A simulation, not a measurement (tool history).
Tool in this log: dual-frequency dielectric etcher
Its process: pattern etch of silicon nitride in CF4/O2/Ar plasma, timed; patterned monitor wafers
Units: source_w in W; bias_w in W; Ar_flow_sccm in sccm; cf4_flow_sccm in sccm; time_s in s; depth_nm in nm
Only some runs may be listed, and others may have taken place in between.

run 1 hour=0 | source_w=630 bias_w=44 Ar_flow_sccm=70 cf4_flow_sccm=80 time_s=306 | depth_nm=715.8
run 2 hour=0.6 | source_w=600 bias_w=44 Ar_flow_sccm=70 cf4_flow_sccm=80 time_s=306 | depth_nm=688.61
run 3 hour=9.2 | source_w=600 bias_w=52 Ar_flow_sccm=70 cf4_flow_sccm=80 time_s=306 | depth_nm=736.72
run 4 hour=15.1 | source_w=600 bias_w=52 Ar_flow_sccm=70 cf4_flow_sccm=80 time_s=281 | depth_nm=674.89
run 5 hour=17.7 | source_w=600 bias_w=52 Ar_flow_sccm=70 cf4_flow_sccm=80 time_s=306 | depth_nm=735.69
run 6 hour=26.7 | source_w=600 bias_w=52 Ar_flow_sccm=70 cf4_flow_sccm=94 time_s=306 | depth_nm=750.75
run 7 hour=34.9 | source_w=470 bias_w=50 Ar_flow_sccm=71 cf4_flow_sccm=93 time_s=305.5 | depth_nm=612.79

Expected results for the next run?
run 8 hour=43.8 | source_w=460 bias_w=50 Ar_flow_sccm=71 cf4_flow_sccm=93 time_s=305.5 | depth_nm=?

depth_nm: 605.75 nm
